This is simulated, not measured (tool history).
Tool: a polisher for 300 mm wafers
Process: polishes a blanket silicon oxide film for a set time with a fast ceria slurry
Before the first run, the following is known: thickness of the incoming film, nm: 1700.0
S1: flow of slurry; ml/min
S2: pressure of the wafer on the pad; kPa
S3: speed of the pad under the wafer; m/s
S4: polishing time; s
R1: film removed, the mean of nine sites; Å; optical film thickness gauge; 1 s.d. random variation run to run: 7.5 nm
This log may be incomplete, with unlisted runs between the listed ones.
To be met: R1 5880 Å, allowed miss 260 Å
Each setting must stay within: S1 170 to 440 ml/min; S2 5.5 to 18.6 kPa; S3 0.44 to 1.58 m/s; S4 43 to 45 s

run  hour   S1    S2    S3  S4      R1
  1     0  280  11.7     1  43  4268.7
  2   0.6  280  12.4     1  43  4619.6
  3   6.3  280  13.1     1  43  4682.5
  4  11.2  280  13.8     1  43  5051.9
  5  11.7  280  15.2     1  43  5467.4
  6  20.6  280  15.2  0.74  43  4643.6
  7    26  280  15.9  0.74  43    4826
  8  28.3  280  16.5  0.74  43  5165.7
  9  32.2  280  17.2  0.74  43  5270.8

Exercise: of the 5 proposed moves below, exactly one satisfies all targets within the stated allowed misses. Which move is it?
  A  36.1  305  16.5  0.66  43   ?
  B  36.1  285  17.2   0.8  45   ?
  C  36.1  255  16.5  0.66  43   ?
  D  36.1  280  15.9  0.68  45   ?
  E  36.1  170  18.6  0.64  45   ?

move      R1
   A  4832.1
   B  5780.9
   C  4745.3
   D  4883.4
   E  5188.8
A: the biggest miss grows against the last run
B: meets every target
C: the biggest miss grows against the last run
D: the biggest miss grows against the last run
E: the biggest miss grows against the last run
Go with B: it meets all targets.

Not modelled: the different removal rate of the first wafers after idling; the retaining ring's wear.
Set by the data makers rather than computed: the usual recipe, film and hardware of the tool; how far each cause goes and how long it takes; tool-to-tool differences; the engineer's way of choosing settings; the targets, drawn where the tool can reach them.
